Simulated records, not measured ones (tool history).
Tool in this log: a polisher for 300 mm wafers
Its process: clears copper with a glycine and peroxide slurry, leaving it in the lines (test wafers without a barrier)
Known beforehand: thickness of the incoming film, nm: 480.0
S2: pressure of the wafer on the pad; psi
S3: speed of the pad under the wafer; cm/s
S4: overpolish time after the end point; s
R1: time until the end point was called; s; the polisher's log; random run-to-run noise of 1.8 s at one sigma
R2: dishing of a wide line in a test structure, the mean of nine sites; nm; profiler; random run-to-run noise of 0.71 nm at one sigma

Run 1, hour 0.0: flow of slurry (ml/min) 300, S2 1.9 psi, S3 78 cm/s, S4 10 s. Result: R1 151.52 s, R2 24.473 nm.
Run 2, hour 0.6: flow of slurry (ml/min) 300, S2 1.9 psi, S3 78 cm/s, S4 14 s. Result: R1 150.24 s, R2 33.136 nm.
Run 3, hour 3.2: flow of slurry (ml/min) 300, S2 1.9 psi, S3 94 cm/s, S4 14 s. Result: R1 131.34 s, R2 38.078 nm.
Run 4, hour 11.2: flow of slurry (ml/min) 300, S2 1.9 psi, S3 84 cm/s, S4 14 s. Result: R1 142.02 s, R2 34.868 nm.
Run 5, hour 17.4: flow of slurry (ml/min) 300, S2 1.4 psi, S3 84 cm/s, S4 14 s. Result: R1 179.88 s, R2 28.492 nm.
Run 6, hour 21.9: flow of slurry (ml/min) 300, S2 1.4 psi, S3 84 cm/s, S4 12 s. Result: R1 178.10 s, R2 25.644 nm.
Run 7, hour 27.4: flow of slurry (ml/min) 300, S2 1.6 psi, S3 86 cm/s, S4 12 s. Result: R1 159.41 s, R2 27.570 nm.
Run 8, hour 32.8: flow of slurry (ml/min) 300, S2 1.8 psi, S3 86 cm/s, S4 12 s. Result: R1 149.39 s, R2 30.060 nm.

Estimate the outcome of run 9 from the log above:
Run 9, hour 33.7: flow of slurry (ml/min) 300, S2 1.9 psi, S3 86 cm/s, S4 12 s. Result: R1 ?, R2 ?.

Run 9 came out at R1 138.94 s, R2 30.891 nm.
